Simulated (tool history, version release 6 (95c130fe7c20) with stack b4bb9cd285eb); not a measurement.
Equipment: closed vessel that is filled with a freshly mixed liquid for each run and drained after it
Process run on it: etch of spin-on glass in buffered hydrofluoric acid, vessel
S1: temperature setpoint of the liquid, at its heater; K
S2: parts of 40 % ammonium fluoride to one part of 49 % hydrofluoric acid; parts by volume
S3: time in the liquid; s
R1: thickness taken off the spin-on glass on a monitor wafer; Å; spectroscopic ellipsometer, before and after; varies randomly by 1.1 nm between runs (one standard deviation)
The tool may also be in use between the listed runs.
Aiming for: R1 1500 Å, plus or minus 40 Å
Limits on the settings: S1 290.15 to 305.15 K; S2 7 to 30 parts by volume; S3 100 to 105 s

Run 1, hour 0: S1 297.15 K, S2 20 parts by volume, S3 100 s. Result: R1 959.51 Å.
Run 2, hour 3.2: S1 294.65 K, S2 20 parts by volume, S3 100 s. Result: R1 828.11 Å.
Run 3, hour 4.3: S1 294.65 K, S2 20 parts by volume, S3 105 s. Result: R1 882.89 Å.
Run 4, hour 10.9: S1 296.15 K, S2 20 parts by volume, S3 105 s. Result: R1 953.98 Å.
Run 5, hour 12.3: S1 297.15 K, S2 20 parts by volume, S3 105 s. Result: R1 1003.1 Å.
Run 6, hour 15.2: S1 297.15 K, S2 20 parts by volume, S3 100 s. Result: R1 955.47 Å.
At hour 18.2: thermometer replaced.
Run 7, hour 18.2: S1 298.15 K, S2 20 parts by volume, S3 100 s. Result: R1 1109.9 Å.
Run 8, hour 22.2: S1 298.65 K, S2 20 parts by volume, S3 100 s. Result: R1 1145.9 Å.
Run 9, hour 22.8: S1 299.15 K, S2 20 parts by volume, S3 100 s. Result: R1 1181.6 Å.
Run 10, hour 28: S1 299.65 K, S2 20 parts by volume, S3 100 s. Result: R1 1211.9 Å.
Run 11, hour 32.6: S1 300.15 K, S2 20 parts by volume, S3 100 s. Result: R1 1254.1 Å.

Which one of the following 4 next-run settings gets every result inside its allowed miss? There is exactly one.
Run A, hour 37.2: S1 291.15 K, S2 14.5 parts by volume, S3 100 s. Result: R1 ?.
Run B, hour 37.2: S1 298.65 K, S2 16.5 parts by volume, S3 100 s. Result: R1 ?.
Run C, hour 37.2: S1 303.15 K, S2 21 parts by volume, S3 105 s. Result: R1 ?.
Run D, hour 37.2: S1 294.15 K, S2 16 parts by volume, S3 100 s. Result: R1 ?.

move      R1
   A  1038.7
   B  1386.4
   C    1482
   D  1116.1
A: the biggest miss grows against the last run
B: nearer than the last run, and not there yet
C: all results in spec
D: the biggest miss grows against the last run
Correct choice: C, which meets every target
